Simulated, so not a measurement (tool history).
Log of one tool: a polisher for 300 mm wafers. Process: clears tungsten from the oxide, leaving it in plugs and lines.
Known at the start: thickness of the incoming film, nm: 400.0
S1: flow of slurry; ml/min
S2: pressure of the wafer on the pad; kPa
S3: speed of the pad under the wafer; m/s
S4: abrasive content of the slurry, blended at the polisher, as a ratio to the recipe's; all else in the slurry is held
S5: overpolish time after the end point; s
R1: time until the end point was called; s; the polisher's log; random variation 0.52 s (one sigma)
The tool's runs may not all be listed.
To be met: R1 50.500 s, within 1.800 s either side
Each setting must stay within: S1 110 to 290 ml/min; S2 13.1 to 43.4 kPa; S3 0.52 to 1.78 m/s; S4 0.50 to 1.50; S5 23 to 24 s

Run 1, hour 0.0: S1 185 ml/min, S2 28.3 kPa, S3 1.14 m/s, S4 1.00, S5 23 s. Result: R1 115.190 s.
Run 2, hour 4.9: S1 185 ml/min, S2 30.3 kPa, S3 1.18 m/s, S4 1.00, S5 23 s. Result: R1 103.550 s.
Run 3, hour 13.0: S1 185 ml/min, S2 30.3 kPa, S3 1.18 m/s, S4 0.85, S5 23 s. Result: R1 107.870 s.
Run 4, hour 20.7: S1 185 ml/min, S2 31.7 kPa, S3 1.22 m/s, S4 0.85, S5 23 s. Result: R1 100.710 s.
Run 5, hour 23.4: S1 185 ml/min, S2 31.7 kPa, S3 1.00 m/s, S4 0.85, S5 23 s. Result: R1 120.330 s.
Run 6, hour 30.2: S1 185 ml/min, S2 31.7 kPa, S3 1.00 m/s, S4 0.85, S5 23 s. Result: R1 121.540 s.
Run 7, hour 32.1: S1 185 ml/min, S2 33.1 kPa, S3 1.06 m/s, S4 0.85, S5 23 s. Result: R1 108.640 s.
Run 8, hour 32.6: S1 185 ml/min, S2 34.5 kPa, S3 1.12 m/s, S4 0.85, S5 23 s. Result: R1 98.741 s.
Run 9, hour 38.0: S1 185 ml/min, S2 34.5 kPa, S3 1.12 m/s, S4 0.85, S5 23 s. Result: R1 98.365 s.
Run 10, hour 45.3: S1 185 ml/min, S2 35.9 kPa, S3 1.16 m/s, S4 0.85, S5 23 s. Result: R1 92.068 s.
Run 11, hour 48.4: S1 185 ml/min, S2 36.5 kPa, S3 1.20 m/s, S4 0.85, S5 23 s. Result: R1 87.216 s.
Run 12, hour 55.0: S1 205 ml/min, S2 43.4 kPa, S3 1.52 m/s, S4 0.90, S5 23 s. Result: R1 57.142 s.
Run 13, hour 56.4: S1 205 ml/min, S2 43.4 kPa, S3 1.54 m/s, S4 0.90, S5 23 s. Result: R1 56.775 s.
Run 14, hour 63.6: S1 205 ml/min, S2 43.4 kPa, S3 1.56 m/s, S4 0.90, S5 23 s. Result: R1 55.884 s.
Run 15, hour 64.5: S1 205 ml/min, S2 43.4 kPa, S3 1.58 m/s, S4 0.90, S5 23 s. Result: R1 55.346 s.
Run 16, hour 73.4: S1 205 ml/min, S2 43.4 kPa, S3 1.60 m/s, S4 0.90, S5 23 s. Result: R1 54.859 s.

Which of these 5 next moves meets every target?
Run A, hour 82.3: S1 185 ml/min, S2 43.4 kPa, S3 1.60 m/s, S4 0.75, S5 23 s. Result: R1 ?.
Run B, hour 82.3: S1 220 ml/min, S2 42.7 kPa, S3 1.44 m/s, S4 1.10, S5 23 s. Result: R1 ?.
Run C, hour 82.3: S1 195 ml/min, S2 43.4 kPa, S3 1.70 m/s, S4 0.65, S5 23 s. Result: R1 ?.
Run D, hour 82.3: S1 230 ml/min, S2 42.7 kPa, S3 1.70 m/s, S4 1.00, S5 23 s. Result: R1 ?.
Run E, hour 82.3: S1 220 ml/min, S2 38.6 kPa, S3 1.72 m/s, S4 1.00, S5 23 s. Result: R1 ?.

move      R1
   A  56.963
   B  58.186
   C  54.748
   D  50.191
   E  55.024
A: moves away from the targets compared with the last run
B: moves away from the targets compared with the last run
C: as far off as the last run
D: hits every target within its allowed miss
E: as far off as the last run
Move D is the one to make.
